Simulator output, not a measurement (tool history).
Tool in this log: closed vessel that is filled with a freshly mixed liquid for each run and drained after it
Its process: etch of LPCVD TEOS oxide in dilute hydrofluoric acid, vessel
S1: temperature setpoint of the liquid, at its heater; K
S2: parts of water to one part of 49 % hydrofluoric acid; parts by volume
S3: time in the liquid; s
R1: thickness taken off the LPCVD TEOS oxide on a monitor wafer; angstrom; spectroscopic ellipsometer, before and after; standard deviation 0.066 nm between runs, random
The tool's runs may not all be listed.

| run | day | S1 | S2 | S3 | R1 |
|---|---|---|---|---|---|
| 1 | 0 | 298.15 | 195 | 135 | 133.88 |
| 2 | 0.292 | 300.65 | 195 | 135 | 147.69 |
| 3 | 0.325 | 300.65 | 150 | 135 | 201.57 |
| 4 | 0.425 | 300.65 | 90 | 135 | 363.53 |
| 5 | 0.708 | 303.15 | 90 | 135 | 400.85 |
| 6 | 0.988 | 303.15 | 35 | 135 | 1124.6 |
| 7 | 1.179 | 299.65 | 70 | 135 | 468.12 |
| 8 | 1.45 | 299.65 | 70 | 135 | 469.81 |
| 9 | 1.729 | 297.15 | 100 | 135 | 279.07 |
| 10 | 1.929 | 295.15 | 120 | 135 | 211.5 |

For run 11, what comes out?
| 11 | 1.996 | 293.65 | 140 | 135 | ? |

Logged for run 11: R1 168.87 angstrom.
